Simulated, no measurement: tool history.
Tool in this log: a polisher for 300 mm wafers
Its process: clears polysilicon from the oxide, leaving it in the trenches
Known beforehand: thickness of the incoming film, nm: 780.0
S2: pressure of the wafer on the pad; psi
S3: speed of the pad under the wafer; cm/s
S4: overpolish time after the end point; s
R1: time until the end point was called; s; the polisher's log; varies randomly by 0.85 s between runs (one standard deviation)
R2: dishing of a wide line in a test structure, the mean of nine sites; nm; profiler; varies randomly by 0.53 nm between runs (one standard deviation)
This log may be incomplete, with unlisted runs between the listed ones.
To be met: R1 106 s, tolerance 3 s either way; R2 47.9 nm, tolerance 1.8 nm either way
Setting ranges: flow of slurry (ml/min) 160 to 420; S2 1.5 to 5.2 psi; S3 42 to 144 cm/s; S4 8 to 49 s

{"run": 1, "day": 0.0, "flow of slurry (ml/min)": 270, "S2": 3.3, "S3": 92, "S4": 25, "R1": 59.471, "R2": 70.552}
{"run": 2, "day": 0.342, "flow of slurry (ml/min)": 310, "S2": 3.3, "S3": 92, "S4": 25, "R1": 58.265, "R2": 70.845}
{"run": 3, "day": 0.438, "flow of slurry (ml/min)": 290, "S2": 3.1, "S3": 92, "S4": 23, "R1": 62.79, "R2": 69.302}
{"run": 4, "day": 0.5, "flow of slurry (ml/min)": 290, "S2": 3.9, "S3": 92, "S4": 23, "R1": 49.939, "R2": 70.629}
{"run": 5, "day": 0.767, "flow of slurry (ml/min)": 330, "S2": 3.9, "S3": 92, "S4": 23, "R1": 48.766, "R2": 71.211}
{"run": 6, "day": 0.921, "flow of slurry (ml/min)": 305, "S2": 3.6, "S3": 92, "S4": 21, "R1": 53.525, "R2": 71.794}
{"run": 7, "day": 1.258, "flow of slurry (ml/min)": 285, "S2": 3.3, "S3": 92, "S4": 25, "R1": 57.657, "R2": 71.681}
{"day": 1.454, "done": "worn pad replaced by a new one"}
{"run": 8, "day": 1.454, "flow of slurry (ml/min)": 305, "S2": 3.1, "S3": 90, "S4": 23, "R1": 58.438, "R2": 71.754}
{"run": 9, "day": 1.762, "flow of slurry (ml/min)": 285, "S2": 2.9, "S3": 90, "S4": 27, "R1": 63.496, "R2": 70.603}
{"run": 10, "day": 1.829, "flow of slurry (ml/min)": 265, "S2": 2.7, "S3": 90, "S4": 24, "R1": 69.801, "R2": 69.031}
{"run": 11, "day": 1.954, "flow of slurry (ml/min)": 190, "S2": 1.7, "S3": 98, "S4": 12, "R1": 102.27, "R2": 50.667}
{"run": 12, "day": 2.0, "flow of slurry (ml/min)": 190, "S2": 1.7, "S3": 98, "S4": 12, "R1": 102.43, "R2": 50.76}
{"run": 13, "day": 2.042, "flow of slurry (ml/min)": 190, "S2": 1.6, "S3": 98, "S4": 8, "R1": 108.21, "R2": 38.803}
{"run": 14, "day": 2.088, "flow of slurry (ml/min)": 185, "S2": 1.6, "S3": 98, "S4": 9, "R1": 108.42, "R2": 41.776}
{"run": 15, "day": 2.35, "flow of slurry (ml/min)": 185, "S2": 1.6, "S3": 98, "S4": 10, "R1": 106.78, "R2": 45.016}

4 next moves are on the table. One of them brings every result within its allowed miss. Which?
{"run": "A", "day": 2.612, "flow of slurry (ml/min)": 240, "S2": 1.5, "S3": 104, "S4": 11, "R1": "?", "R2": "?"}
{"run": "B", "day": 2.612, "flow of slurry (ml/min)": 185, "S2": 1.6, "S3": 102, "S4": 12, "R1": "?", "R2": "?"}
{"run": "C", "day": 2.612, "flow of slurry (ml/min)": 175, "S2": 1.7, "S3": 96, "S4": 13, "R1": "?", "R2": "?"}
{"run": "D", "day": 2.612, "flow of slurry (ml/min)": 225, "S2": 1.6, "S3": 92, "S4": 14, "R1": "?", "R2": "?"}

move=A R1=105.92 R2=47.78
move=B R1=105.53 R2=50.126
move=C R1=106.76 R2=51.865
move=D R1=113.25 R2=52.243
A: every result within its allowed miss
B: the result that was furthest off in the last run now lies on the other side of its target
C: the result that was furthest off in the last run now lies on the other side of its target
D: the result that was furthest off in the last run now lies on the other side of its target
A meets every target.
